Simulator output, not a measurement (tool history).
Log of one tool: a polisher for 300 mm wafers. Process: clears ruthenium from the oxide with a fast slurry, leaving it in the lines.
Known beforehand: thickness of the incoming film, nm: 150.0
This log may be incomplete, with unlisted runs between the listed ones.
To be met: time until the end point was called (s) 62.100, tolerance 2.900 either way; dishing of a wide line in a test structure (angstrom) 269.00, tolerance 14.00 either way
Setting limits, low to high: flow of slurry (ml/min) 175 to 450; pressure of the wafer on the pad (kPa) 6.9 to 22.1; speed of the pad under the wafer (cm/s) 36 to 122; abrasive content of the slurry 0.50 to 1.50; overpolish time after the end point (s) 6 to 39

| run | hour | flow of slurry (ml/min) | pressure of the wafer on the pad (kPa) | speed of the pad under the wafer (cm/s) | abrasive content of the slurry | overpolish time after the end point (s) | time until the end point was called (s) | dishing of a wide line in a test structure (angstrom) |
|---|---|---|---|---|---|---|---|---|
| 1 | 0.0 | 290 | 14.5 | 78 | 1.00 | 20 | 66.964 | 395.39 |
| 2 | 5.0 | 355 | 14.5 | 78 | 1.00 | 20 | 66.367 | 414.82 |
| 3 | 5.5 | 350 | 14.5 | 78 | 1.00 | 17 | 66.407 | 356.20 |
| 4 | 13.2 | 295 | 14.5 | 78 | 1.00 | 17 | 68.017 | 348.29 |
| 5 | 19.2 | 295 | 14.5 | 78 | 1.00 | 9 | 68.431 | 187.76 |
| 6 | 28.0 | 295 | 14.5 | 94 | 1.00 | 9 | 56.622 | 223.00 |
| 7 | 30.9 | 300 | 13.8 | 94 | 1.00 | 10 | 60.822 | 237.69 |
| 8 | 32.2 | 310 | 13.1 | 96 | 1.00 | 13 | 61.083 | 295.14 |
| 9 | 35.3 | 305 | 13.1 | 96 | 1.00 | 13 | 61.325 | 297.64 |
| 10 | 43.4 | 300 | 13.1 | 96 | 1.00 | 13 | 62.133 | 292.08 |
| 11 | 51.6 | 300 | 13.1 | 96 | 1.00 | 11 | 59.538 | 254.37 |

Of the 4 settings listed for the next run, only one would bring every result within its allowed miss of target. Which one?
| A | 59.8 | 260 | 14.5 | 86 | 1.05 | 10 | ? | ? |
| B | 59.8 | 260 | 16.5 | 92 | 0.80 | 10 | ? | ? |
| C | 59.8 | 235 | 13.8 | 100 | 1.10 | 12 | ? | ? |
| D | 59.8 | 415 | 12.4 | 112 | 0.70 | 12 | ? | ? |

| move | time until the end point was called (s) | dishing of a wide line in a test structure (angstrom) |
|---|---|---|
| A | 61.360 | 228.45 |
| B | 57.478 | 243.12 |
| C | 55.466 | 298.67 |
| D | 63.301 | 263.72 |
A: lands further from the targets than the last run did
B: lands further from the targets than the last run did
C: takes the biggest miss from the last run beyond its target
D: every result lands within tolerance
Correct choice: D, which meets every target

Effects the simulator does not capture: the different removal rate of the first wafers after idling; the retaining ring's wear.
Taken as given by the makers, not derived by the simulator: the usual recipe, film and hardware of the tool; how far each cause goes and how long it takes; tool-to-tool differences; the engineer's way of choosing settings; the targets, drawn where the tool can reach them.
